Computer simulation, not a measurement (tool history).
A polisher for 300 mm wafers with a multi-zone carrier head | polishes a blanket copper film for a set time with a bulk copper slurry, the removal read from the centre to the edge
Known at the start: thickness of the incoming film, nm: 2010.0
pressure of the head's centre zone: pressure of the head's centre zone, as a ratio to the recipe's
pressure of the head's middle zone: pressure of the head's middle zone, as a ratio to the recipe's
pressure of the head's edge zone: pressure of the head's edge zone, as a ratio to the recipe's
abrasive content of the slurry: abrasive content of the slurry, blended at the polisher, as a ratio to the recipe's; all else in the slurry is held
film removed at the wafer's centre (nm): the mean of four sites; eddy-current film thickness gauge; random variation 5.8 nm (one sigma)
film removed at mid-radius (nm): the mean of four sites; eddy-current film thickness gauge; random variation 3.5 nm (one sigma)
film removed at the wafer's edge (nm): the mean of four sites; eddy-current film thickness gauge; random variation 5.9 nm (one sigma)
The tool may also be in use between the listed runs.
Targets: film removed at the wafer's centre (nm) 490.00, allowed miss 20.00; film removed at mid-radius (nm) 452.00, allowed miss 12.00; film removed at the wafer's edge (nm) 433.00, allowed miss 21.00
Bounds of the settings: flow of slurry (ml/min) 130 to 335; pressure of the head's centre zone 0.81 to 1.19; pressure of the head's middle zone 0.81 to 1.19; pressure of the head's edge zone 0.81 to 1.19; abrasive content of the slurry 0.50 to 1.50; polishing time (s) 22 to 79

| run | day | flow of slurry (ml/min) | pressure of the head's centre zone | pressure of the head's middle zone | pressure of the head's edge zone | abrasive content of the slurry | polishing time (s) | film removed at the wafer's centre (nm) | film removed at mid-radius (nm) | film removed at the wafer's edge (nm) |
|---|---|---|---|---|---|---|---|---|---|---|
| 1 | 0.000 | 215 | 1.00 | 1.00 | 1.00 | 1.00 | 50 | 350.88 | 358.32 | 366.02 |
| 2 | 0.167 | 225 | 1.03 | 1.02 | 1.01 | 1.05 | 50 | 371.59 | 373.57 | 364.18 |
| 3 | 0.504 | 225 | 1.09 | 1.02 | 1.01 | 1.05 | 50 | 383.30 | 371.80 | 366.08 |
| 4 | 0.533 | 225 | 1.14 | 1.02 | 1.01 | 1.05 | 50 | 410.95 | 368.75 | 363.52 |
| 5 | 0.696 | 230 | 1.15 | 1.03 | 1.03 | 1.10 | 50 | 423.35 | 381.06 | 380.96 |
| 6 | 0.796 | 240 | 1.16 | 1.04 | 1.04 | 1.15 | 50 | 436.07 | 387.46 | 383.00 |
| 7 | 1.012 | 245 | 1.16 | 1.06 | 1.06 | 1.20 | 50 | 436.39 | 393.59 | 393.62 |
| 8 | 1.358 | 250 | 1.17 | 1.07 | 1.06 | 1.25 | 50 | 454.98 | 410.50 | 393.15 |
| 9 | 1.496 | 255 | 1.17 | 1.08 | 1.07 | 1.25 | 50 | 454.03 | 409.56 | 401.26 |
| 10 | 1.638 | 260 | 1.17 | 1.09 | 1.08 | 1.25 | 50 | 448.00 | 416.49 | 398.70 |
| 11 | 1.912 | 265 | 1.17 | 1.09 | 1.09 | 1.30 | 50 | 445.79 | 422.96 | 410.41 |

Which of these 5 next moves meets every target?
| A | 2.188 | 300 | 1.17 | 1.19 | 1.11 | 1.45 | 52 | ? | ? | ? |
| B | 2.188 | 255 | 1.15 | 1.14 | 1.06 | 1.30 | 55 | ? | ? | ? |
| C | 2.188 | 290 | 1.17 | 1.12 | 1.01 | 1.25 | 55 | ? | ? | ? |
| D | 2.188 | 195 | 1.18 | 1.10 | 1.07 | 1.35 | 55 | ? | ? | ? |
| E | 2.188 | 180 | 1.15 | 1.14 | 1.01 | 1.15 | 59 | ? | ? | ? |

| move | film removed at the wafer's centre (nm) | film removed at mid-radius (nm) | film removed at the wafer's edge (nm) |
|---|---|---|---|
| A | 497.64 | 486.82 | 438.04 |
| B | 494.87 | 475.71 | 436.76 |
| C | 505.93 | 470.17 | 427.67 |
| D | 494.72 | 451.01 | 432.54 |
| E | 491.93 | 475.14 | 431.44 |
A: takes the result that was furthest off past its target
B: takes the result that was furthest off past its target
C: takes the result that was furthest off past its target
D: meets every target
E: takes the result that was furthest off past its target
The right move is D.
